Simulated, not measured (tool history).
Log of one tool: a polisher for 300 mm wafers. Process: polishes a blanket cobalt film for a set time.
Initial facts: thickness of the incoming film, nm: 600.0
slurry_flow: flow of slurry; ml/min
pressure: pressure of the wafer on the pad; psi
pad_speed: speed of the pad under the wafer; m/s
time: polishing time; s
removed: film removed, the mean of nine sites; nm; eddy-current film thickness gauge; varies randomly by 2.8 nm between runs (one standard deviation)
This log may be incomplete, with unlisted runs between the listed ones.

| run | hour | slurry_flow | pressure | pad_speed | time | removed |
|---|---|---|---|---|---|---|
| 1 | 0 | 165 | 1.9 | 1.18 | 52 | 245.83 |
| 2 | 7.2 | 170 | 2 | 1.18 | 52 | 258.28 |
| 3 | 11.9 | 175 | 2.1 | 1.18 | 52 | 268.37 |
| 4 | 14 | 175 | 2.1 | 0.9 | 52 | 225.67 |
| 5 | 19 | 175 | 2.1 | 0.9 | 52 | 222.7 |
| 6 | 22.6 | 175 | 2.2 | 0.9 | 52 | 232.01 |
| 7 | 27.6 | 180 | 2.3 | 0.9 | 52 | 246.97 |
| 8 | 30.2 | 185 | 2.4 | 0.9 | 52 | 259.5 |
| 9 | 33 | 190 | 2.5 | 0.9 | 52 | 271.38 |
| 10 | 34.9 | 190 | 2.6 | 0.9 | 52 | 284 |
| 11 | 38.3 | 220 | 3 | 0.9 | 52 | 331.92 |

Predict the results of run 12:
| 12 | 40.8 | 220 | 3 | 0.92 | 52 | ? |

removed: 336.24 nm

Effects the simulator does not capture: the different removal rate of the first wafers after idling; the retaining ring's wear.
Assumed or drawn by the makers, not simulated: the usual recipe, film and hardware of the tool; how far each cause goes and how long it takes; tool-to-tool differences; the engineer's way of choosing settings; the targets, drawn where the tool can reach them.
